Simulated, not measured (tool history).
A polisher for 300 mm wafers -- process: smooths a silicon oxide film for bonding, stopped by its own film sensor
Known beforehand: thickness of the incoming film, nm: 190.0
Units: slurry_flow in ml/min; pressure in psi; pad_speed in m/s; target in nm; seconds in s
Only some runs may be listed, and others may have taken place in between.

run	hour	slurry_flow	pressure	pad_speed	slurry_solids	target	seconds
1	0	170	1.9	1	1	163	37.421
2	7.2	170	1.9	1	0.85	163	40.038
3	8	130	1.9	1	0.85	163	42.169
4	14.7	130	1.9	1	0.85	166	36.386
5	22.1	130	1.7	0.96	0.85	166	43.838
6	30.4	130	1.4	0.96	0.85	166	52.321
7	35.7	130	1.3	0.96	0.85	166	53.839
8	38.2	130	0.9	0.86	0.85	166	82.605

Run 9 is up next; what results do you expect?
9	46.1	130	1	0.86	0.85	166	?

Run 9 gave seconds 77.352 s.

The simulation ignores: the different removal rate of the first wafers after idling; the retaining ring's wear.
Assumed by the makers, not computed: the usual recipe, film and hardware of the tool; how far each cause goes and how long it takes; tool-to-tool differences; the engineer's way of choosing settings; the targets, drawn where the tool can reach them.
